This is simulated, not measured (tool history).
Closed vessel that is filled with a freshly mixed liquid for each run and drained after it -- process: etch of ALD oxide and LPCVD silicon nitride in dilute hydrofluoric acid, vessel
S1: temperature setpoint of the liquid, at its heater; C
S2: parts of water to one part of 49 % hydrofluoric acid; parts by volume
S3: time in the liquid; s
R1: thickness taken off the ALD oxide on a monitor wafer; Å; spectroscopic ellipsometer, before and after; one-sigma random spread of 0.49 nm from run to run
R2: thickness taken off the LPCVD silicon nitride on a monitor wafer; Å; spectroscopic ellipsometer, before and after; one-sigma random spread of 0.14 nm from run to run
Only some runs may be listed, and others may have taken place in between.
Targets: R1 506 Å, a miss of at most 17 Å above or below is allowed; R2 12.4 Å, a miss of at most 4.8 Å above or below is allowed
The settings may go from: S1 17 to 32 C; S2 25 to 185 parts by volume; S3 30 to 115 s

run	hour	S1	S2	S3	R1	R2
1	0	24	105	60	118.32	2.2172
2	4.5	25.5	90	65	162.63	3.4537
3	7.6	26.5	75	70	222.37	4.812
4	10.2	27.5	65	70	268.17	5.9909
5	14.3	27.5	80	70	214.27	6.0173
6	20.3	28	70	70	251.83	6.0493
7	29.1	32	30	75	783.25	17.016
8	32.4	31	30	75	762.61	19.179
9	40.6	29.5	30	75	713.94	18.64
10	47.8	28	30	75	674.01	14.3
11	49.2	27	30	75	645.43	13.216
12	53.1	27	30	75	657.24	14.803
13	54.3	25.5	30	75	602.75	14.022
14	60.7	24.5	30	75	583.38	12.524
15	66.5	24	30	75	568.07	11.335

Exactly one of the 4 candidate moves below puts every result within its allowed miss. Which one?
A	72.3	31	60	95	?	?
B	72.3	27	40	85	?	?
C	72.3	30.5	70	115	?	?
D	72.3	28.5	55	105	?	?

move	R1	R2
A	449.75	12.19
B	530.97	12.549
C	450.83	12.257
D	495.58	12.506
A: moves the result that the last run missed by most past its target, out the other side
B: closer than the last run, but not yet in spec
C: moves the result that the last run missed by most past its target, out the other side
D: in spec on every target
The right move is D.
